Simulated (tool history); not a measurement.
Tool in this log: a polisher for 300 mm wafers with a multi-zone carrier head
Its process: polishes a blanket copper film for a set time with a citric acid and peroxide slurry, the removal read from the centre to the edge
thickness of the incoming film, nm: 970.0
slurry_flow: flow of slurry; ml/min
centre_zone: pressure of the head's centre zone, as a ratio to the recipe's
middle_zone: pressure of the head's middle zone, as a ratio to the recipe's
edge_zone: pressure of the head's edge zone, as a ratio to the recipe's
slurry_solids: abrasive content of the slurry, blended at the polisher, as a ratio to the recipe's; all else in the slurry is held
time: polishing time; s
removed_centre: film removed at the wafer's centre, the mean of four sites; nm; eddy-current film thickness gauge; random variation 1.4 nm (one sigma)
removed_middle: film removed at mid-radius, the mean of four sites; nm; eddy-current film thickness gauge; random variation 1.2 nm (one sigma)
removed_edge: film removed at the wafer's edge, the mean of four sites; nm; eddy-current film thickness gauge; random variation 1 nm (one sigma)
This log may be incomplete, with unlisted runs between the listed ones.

run	hour	slurry_flow	centre_zone	middle_zone	edge_zone	slurry_solids	time	removed_centre	removed_middle	removed_edge
1	0.0	155	1.00	1.00	1.00	1.00	43	88.293	86.900	87.871
2	2.4	120	1.00	1.00	1.00	1.00	43	85.478	81.552	83.659
3	9.7	120	1.00	1.00	1.09	1.00	43	85.077	82.683	87.928
4	15.5	140	1.00	0.99	1.11	1.10	44	92.837	89.058	94.051
5	21.9	140	0.94	0.99	1.11	1.10	44	86.036	87.390	94.473
6	24.3	155	0.94	0.98	1.13	1.20	45	90.985	93.616	100.160
7	27.2	165	0.94	0.96	1.14	1.25	46	97.739	93.669	103.830
8	32.9	170	0.93	0.96	1.15	1.30	47	96.442	100.830	108.640
9	40.5	175	0.94	0.95	1.16	1.35	47	100.460	98.749	109.890
10	46.9	180	0.94	0.95	1.17	1.40	47	100.900	101.110	111.170
11	48.0	185	0.94	0.95	1.17	1.40	47	101.640	100.640	111.320
12	53.4	190	0.94	0.95	1.17	1.40	47	102.050	100.280	113.320

The next listed run, before its measurement:
13	61.4	230	0.96	1.00	1.19	1.45	47	?	?	?

{"run 13": {"removed_centre": 108.05, "removed_middle": 110.68, "removed_edge": 116.09}}
